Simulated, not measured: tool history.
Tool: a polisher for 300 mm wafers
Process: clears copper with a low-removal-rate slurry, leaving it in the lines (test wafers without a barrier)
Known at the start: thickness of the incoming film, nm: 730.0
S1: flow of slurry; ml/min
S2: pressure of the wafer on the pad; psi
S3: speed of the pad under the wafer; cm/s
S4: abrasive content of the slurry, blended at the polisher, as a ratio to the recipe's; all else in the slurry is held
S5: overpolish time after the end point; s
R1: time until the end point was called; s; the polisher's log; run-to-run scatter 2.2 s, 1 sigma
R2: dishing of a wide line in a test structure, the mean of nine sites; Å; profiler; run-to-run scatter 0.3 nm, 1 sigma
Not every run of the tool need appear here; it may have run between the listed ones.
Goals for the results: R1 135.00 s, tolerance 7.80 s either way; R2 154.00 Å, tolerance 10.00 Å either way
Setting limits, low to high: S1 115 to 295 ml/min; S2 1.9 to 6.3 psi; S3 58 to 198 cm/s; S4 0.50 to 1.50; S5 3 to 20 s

run 1 hour=0.0 | S1=190 S2=4.1 S3=128 S4=1.00 S5=10 | R1=186.50 R2=252.51
run 2 hour=8.4 | S1=190 S2=4.1 S3=98 S4=1.00 S5=10 | R1=227.76 R2=209.60
run 3 hour=11.6 | S1=190 S2=4.1 S3=86 S4=1.00 S5=10 | R1=252.42 R2=188.75
run 4 hour=16.7 | S1=155 S2=4.1 S3=86 S4=1.00 S5=10 | R1=264.75 R2=191.48
run 5 hour=19.6 | S1=170 S2=4.3 S3=86 S4=1.00 S5=9 | R1=246.98 R2=180.42
run 6 hour=21.3 | S1=180 S2=4.5 S3=86 S4=1.00 S5=8 | R1=234.31 R2=170.70
run 7 hour=26.7 | S1=190 S2=4.7 S3=86 S4=1.00 S5=7 | R1=228.05 R2=161.71
run 8 hour=34.8 | S1=200 S2=4.9 S3=86 S4=1.05 S5=7 | R1=208.02 R2=169.99
run 9 hour=36.7 | S1=210 S2=5.1 S3=86 S4=1.05 S5=7 | R1=203.95 R2=178.93
run 10 hour=45.6 | S1=220 S2=5.2 S3=88 S4=1.10 S5=7 | R1=190.54 R2=183.20
run 11 hour=47.1 | S1=220 S2=5.2 S3=88 S4=1.10 S5=7 | R1=197.01 R2=183.93
run 12 hour=53.7 | S1=225 S2=5.3 S3=90 S4=1.05 S5=7 | R1=188.64 R2=190.87
run 13 hour=60.6 | S1=185 S2=5.8 S3=108 S4=1.30 S5=3 | R1=146.24 R2=110.47
run 14 hour=61.7 | S1=185 S2=5.8 S3=108 S4=1.30 S5=3 | R1=147.23 R2=110.21
run 15 hour=66.6 | S1=185 S2=5.8 S3=108 S4=1.30 S5=3 | R1=143.35 R2=110.34
run 16 hour=69.7 | S1=195 S2=5.8 S3=108 S4=1.30 S5=3 | R1=146.98 R2=109.81
run 17 hour=76.2 | S1=200 S2=5.9 S3=108 S4=1.25 S5=3 | R1=143.54 R2=116.23
run 18 hour=82.9 | S1=205 S2=5.9 S3=108 S4=1.25 S5=3 | R1=144.01 R2=112.65

Below are 5 possible settings for the next run. Only one of them brings all results inside the allowed miss of their targets. Which is it?
run A hour=89.6 | S1=230 S2=5.2 S3=98 S4=1.45 S5=5 | R1=? R2=?
run B hour=89.6 | S1=200 S2=6.2 S3=88 S4=1.25 S5=4 | R1=? R2=?
run C hour=89.6 | S1=245 S2=6.2 S3=86 S4=1.35 S5=4 | R1=? R2=?
run D hour=89.6 | S1=205 S2=5.7 S3=124 S4=1.10 S5=4 | R1=? R2=?
run E hour=89.6 | S1=195 S2=5.1 S3=108 S4=1.30 S5=6 | R1=? R2=?

move=A R1=168.14 R2=153.14
move=B R1=159.60 R2=132.35
move=C R1=157.37 R2=134.00
move=D R1=134.29 R2=153.66
move=E R1=164.12 R2=182.25
A: corrects the largest miss of the last run, while another result sits out of spec
B: closes in on the targets versus the last run, not all within tolerance yet
C: closes in on the targets versus the last run, not all within tolerance yet
D: every result lands within tolerance
E: takes the result that was furthest off past its target
So the answer is move D, the one that meets all the targets.
